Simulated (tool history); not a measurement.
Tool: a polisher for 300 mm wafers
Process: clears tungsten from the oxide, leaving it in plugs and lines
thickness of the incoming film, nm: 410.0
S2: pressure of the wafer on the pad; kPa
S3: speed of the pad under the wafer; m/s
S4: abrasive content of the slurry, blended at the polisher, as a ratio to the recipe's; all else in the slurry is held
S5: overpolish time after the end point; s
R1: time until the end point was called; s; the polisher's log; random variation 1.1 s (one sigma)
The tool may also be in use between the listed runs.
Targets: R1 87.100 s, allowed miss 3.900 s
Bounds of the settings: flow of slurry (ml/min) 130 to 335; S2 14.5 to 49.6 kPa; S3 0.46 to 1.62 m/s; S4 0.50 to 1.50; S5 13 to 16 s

Run 1, hour 0.0: flow of slurry (ml/min) 215, S2 31.7 kPa, S3 1.04 m/s, S4 1.00, S5 16 s. Result: R1 55.509 s.
Run 2, hour 4.7: flow of slurry (ml/min) 215, S2 31.7 kPa, S3 1.04 m/s, S4 1.00, S5 13 s. Result: R1 55.637 s.
Run 3, hour 10.1: flow of slurry (ml/min) 215, S2 31.7 kPa, S3 1.04 m/s, S4 1.00, S5 16 s. Result: R1 57.013 s.
Run 4, hour 18.3: flow of slurry (ml/min) 215, S2 31.7 kPa, S3 1.04 m/s, S4 1.00, S5 13 s. Result: R1 56.594 s.
Run 5, hour 21.3: flow of slurry (ml/min) 215, S2 31.7 kPa, S3 1.04 m/s, S4 0.85, S5 13 s. Result: R1 57.799 s.
Run 6, hour 26.0: flow of slurry (ml/min) 215, S2 29.6 kPa, S3 1.04 m/s, S4 0.85, S5 13 s. Result: R1 60.220 s.
Run 7, hour 26.9: flow of slurry (ml/min) 215, S2 27.6 kPa, S3 1.04 m/s, S4 0.85, S5 13 s. Result: R1 67.752 s.
Run 8, hour 31.1: flow of slurry (ml/min) 215, S2 26.9 kPa, S3 1.04 m/s, S4 0.85, S5 13 s. Result: R1 66.930 s.
Run 9, hour 38.0: flow of slurry (ml/min) 215, S2 25.5 kPa, S3 1.04 m/s, S4 0.85, S5 13 s. Result: R1 71.588 s.
Run 10, hour 43.2: flow of slurry (ml/min) 215, S2 19.3 kPa, S3 1.02 m/s, S4 0.85, S5 13 s. Result: R1 94.500 s.

4 next moves are on the table. One of them brings every result within its allowed miss. Which?
Run A, hour 48.4: flow of slurry (ml/min) 195, S2 20.7 kPa, S3 0.96 m/s, S4 0.60, S5 16 s. Result: R1 ?.
Run B, hour 48.4: flow of slurry (ml/min) 245, S2 20.0 kPa, S3 1.16 m/s, S4 0.75, S5 15 s. Result: R1 ?.
Run C, hour 48.4: flow of slurry (ml/min) 210, S2 18.6 kPa, S3 1.04 m/s, S4 0.90, S5 15 s. Result: R1 ?.
Run D, hour 48.4: flow of slurry (ml/min) 175, S2 19.3 kPa, S3 1.06 m/s, S4 0.75, S5 16 s. Result: R1 ?.

move       R1
   A  100.320
   B   85.628
   C   95.897
   D   96.722
A: further off than the last run
B: meets every target
C: further off than the last run
D: further off than the last run
Answer: B
